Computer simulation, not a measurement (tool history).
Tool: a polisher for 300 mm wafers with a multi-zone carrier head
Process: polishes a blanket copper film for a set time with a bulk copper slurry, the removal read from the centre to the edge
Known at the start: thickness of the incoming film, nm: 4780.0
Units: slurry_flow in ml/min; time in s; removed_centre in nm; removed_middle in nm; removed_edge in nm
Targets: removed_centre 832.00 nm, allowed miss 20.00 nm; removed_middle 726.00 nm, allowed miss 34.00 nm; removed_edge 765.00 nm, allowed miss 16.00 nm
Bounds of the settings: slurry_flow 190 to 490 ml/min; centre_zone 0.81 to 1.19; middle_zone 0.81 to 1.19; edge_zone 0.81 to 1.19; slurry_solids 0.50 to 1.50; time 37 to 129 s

| run | hour | slurry_flow | centre_zone | middle_zone | edge_zone | slurry_solids | time | removed_centre | removed_middle | removed_edge |
|---|---|---|---|---|---|---|---|---|---|---|
| 1 | 0.0 | 315 | 1.00 | 1.00 | 1.00 | 1.00 | 83 | 666.30 | 678.91 | 671.87 |
| 2 | 4.8 | 315 | 1.00 | 1.00 | 0.96 | 1.00 | 83 | 671.30 | 655.20 | 649.37 |
| 3 | 9.1 | 315 | 1.04 | 1.00 | 0.96 | 1.00 | 83 | 701.15 | 675.83 | 650.04 |
| 4 | 10.6 | 260 | 1.04 | 1.00 | 0.96 | 1.00 | 83 | 678.45 | 654.97 | 639.58 |
| 5 | 12.3 | 280 | 1.05 | 0.99 | 0.98 | 1.00 | 83 | 686.18 | 653.14 | 645.94 |
| 6 | 16.1 | 280 | 1.05 | 0.99 | 0.98 | 1.00 | 73 | 599.41 | 587.92 | 570.88 |
| 7 | 23.1 | 295 | 1.07 | 0.98 | 1.00 | 1.05 | 74 | 632.91 | 575.41 | 596.40 |
| 8 | 31.0 | 295 | 1.07 | 0.98 | 1.00 | 1.05 | 74 | 627.70 | 581.00 | 592.91 |
| 9 | 39.1 | 310 | 1.09 | 1.00 | 1.02 | 1.10 | 74 | 661.14 | 620.66 | 611.93 |
| 10 | 44.9 | 365 | 1.17 | 0.94 | 1.12 | 1.35 | 77 | 769.83 | 620.64 | 692.22 |
| 11 | 51.3 | 370 | 1.17 | 0.95 | 1.13 | 1.35 | 77 | 774.79 | 641.07 | 700.61 |
| 12 | 56.0 | 375 | 1.17 | 0.96 | 1.14 | 1.35 | 77 | 769.44 | 645.10 | 707.02 |
| 13 | 63.9 | 380 | 1.17 | 0.97 | 1.14 | 1.35 | 77 | 773.00 | 668.29 | 710.23 |
| 14 | 68.8 | 385 | 1.17 | 0.97 | 1.14 | 1.35 | 77 | 771.70 | 649.34 | 705.37 |
| 15 | 76.3 | 385 | 1.17 | 0.98 | 1.14 | 1.35 | 77 | 781.17 | 668.01 | 706.88 |
| 16 | 79.6 | 415 | 1.17 | 1.01 | 1.19 | 1.50 | 78 | 803.78 | 703.65 | 752.42 |

5 next moves are on the table. One of them brings every result within its allowed miss. Which?
| A | 82.9 | 375 | 1.16 | 1.12 | 1.14 | 1.40 | 83 | ? | ? | ? |
| B | 82.9 | 370 | 1.19 | 1.02 | 1.12 | 1.35 | 81 | ? | ? | ? |
| C | 82.9 | 430 | 1.19 | 1.04 | 1.06 | 1.45 | 85 | ? | ? | ? |
| D | 82.9 | 415 | 1.14 | 0.97 | 1.12 | 1.30 | 84 | ? | ? | ? |
| E | 82.9 | 385 | 1.19 | 1.14 | 1.13 | 1.40 | 80 | ? | ? | ? |

| move | removed_centre | removed_middle | removed_edge |
|---|---|---|---|
| A | 832.30 | 831.80 | 755.56 |
| B | 824.08 | 743.10 | 725.74 |
| C | 888.92 | 813.91 | 758.53 |
| D | 822.84 | 739.95 | 752.75 |
| E | 823.59 | 815.69 | 726.03 |
A: brings the result that was furthest off to its target, and leaves another outside
B: brings the result that was furthest off to its target, and leaves another outside
C: takes the result that was furthest off past its target
D: meets every target
E: brings the result that was furthest off to its target, and leaves another outside
The right move is D.
